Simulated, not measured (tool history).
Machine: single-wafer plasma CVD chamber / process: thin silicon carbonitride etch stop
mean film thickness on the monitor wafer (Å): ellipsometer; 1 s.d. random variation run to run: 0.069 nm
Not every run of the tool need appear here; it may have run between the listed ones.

| run | hour | RF power (kW) | deposition time (s) | mean film thickness on the monitor wafer (Å) |
|---|---|---|---|---|
| 1 | 0 | 0.245 | 25.8 | 143.64 |
| 2 | 4.2 | 0.26 | 27.2 | 153.6 |
| 3 | 12.6 | 0.26 | 28.4 | 161.67 |
| 4 | 13.3 | 0.27 | 29.2 | 168.13 |
| 5 | 15.7 | 0.28 | 29.8 | 172.49 |
| 6 | 19.9 | 0.25 | 29.8 | 166.45 |
| 7 | 27.9 | 0.25 | 29.8 | 166.04 |
|  | 28.6 | RF generator calibrated |
| 8 | 28.6 | 0.265 | 30.2 | 177.3 |
| 9 | 31.8 | 0.275 | 30.3 | 180.5 |
| 10 | 33.3 | 0.285 | 30.3 | 182.57 |
| 11 | 39 | 0.29 | 30.3 | 183.54 |

Estimate the outcome of run 12 from the log above:
| 12 | 45.8 | 0.295 | 30.3 | ? |

{"run 12": {"mean film thickness on the monitor wafer (Å)": 184.85}}
